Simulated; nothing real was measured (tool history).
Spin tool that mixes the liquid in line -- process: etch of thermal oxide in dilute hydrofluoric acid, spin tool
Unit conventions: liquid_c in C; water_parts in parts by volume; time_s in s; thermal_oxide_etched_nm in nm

| run | hour | liquid_c | water_parts | time_s | thermal_oxide_etched_nm |
|---|---|---|---|---|---|
| 1 | 0.0 | 26.0 | 295 | 315 | 4.8531 |
| 2 | 2.5 | 26.5 | 275 | 315 | 5.3890 |
| 3 | 3.8 | 30.0 | 275 | 315 | 6.0735 |
| 4 | 12.3 | 32.5 | 275 | 315 | 6.6030 |
| 5 | 13.7 | 32.5 | 255 | 315 | 7.2978 |
| 6 | 17.9 | 32.5 | 240 | 315 | 7.8321 |
| 7 | 26.6 | 32.5 | 225 | 315 | 8.7338 |
| 8 | 29.5 | 34.0 | 120 | 315 | 19.6610 |
| 9 | 36.1 | 33.0 | 120 | 315 | 19.0010 |
| 10 | 40.1 | 32.0 | 120 | 315 | 18.0170 |
| 11 | 45.6 | 31.5 | 120 | 315 | 17.8390 |

Run 12 is up next; what results do you expect?
| 12 | 48.1 | 31.0 | 120 | 315 | ? |

Run 12 measured thermal_oxide_etched_nm 18.1090 nm.

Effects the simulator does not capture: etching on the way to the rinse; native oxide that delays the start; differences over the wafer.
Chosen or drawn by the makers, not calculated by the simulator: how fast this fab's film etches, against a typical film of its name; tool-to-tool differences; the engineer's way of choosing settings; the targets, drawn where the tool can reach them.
